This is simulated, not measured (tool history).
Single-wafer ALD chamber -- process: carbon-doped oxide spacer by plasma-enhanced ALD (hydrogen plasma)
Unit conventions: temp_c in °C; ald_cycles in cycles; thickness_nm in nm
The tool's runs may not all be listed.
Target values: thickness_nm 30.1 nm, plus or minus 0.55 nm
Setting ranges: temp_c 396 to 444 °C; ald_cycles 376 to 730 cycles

| run | hour | temp_c | ald_cycles | thickness_nm |
|---|---|---|---|---|
| 1 | 0 | 420 | 553 | 26.288 |
| 2 | 1 | 424 | 553 | 25.686 |
| 3 | 6.1 | 424 | 582 | 27.027 |
| 4 | 12.1 | 424 | 537 | 24.983 |
| 5 | 14.7 | 419 | 548 | 25.982 |
| 6 | 20 | 416 | 559 | 26.842 |
| 7 | 26.7 | 413 | 567 | 27.622 |
| 8 | 32.4 | 410 | 571 | 28.023 |
| 9 | 36.9 | 408 | 576 | 28.375 |
| 10 | 42 | 406 | 580 | 28.812 |
| 11 | 45.9 | 405 | 583 | 29.134 |

Which one of the following 4 next-run settings gets every result inside its allowed miss? There is exactly one.
| A | 49.8 | 415 | 581 | ? |
| B | 49.8 | 423 | 603 | ? |
| C | 49.8 | 415 | 596 | ? |
| D | 49.8 | 404 | 603 | ? |

| move | thickness_nm |
|---|---|
| A | 27.898 |
| B | 28.126 |
| C | 28.618 |
| D | 30.092 |
A: its largest miss is bigger than the last run's
B: its largest miss is bigger than the last run's
C: its largest miss is bigger than the last run's
D: all results in spec
Answer: D
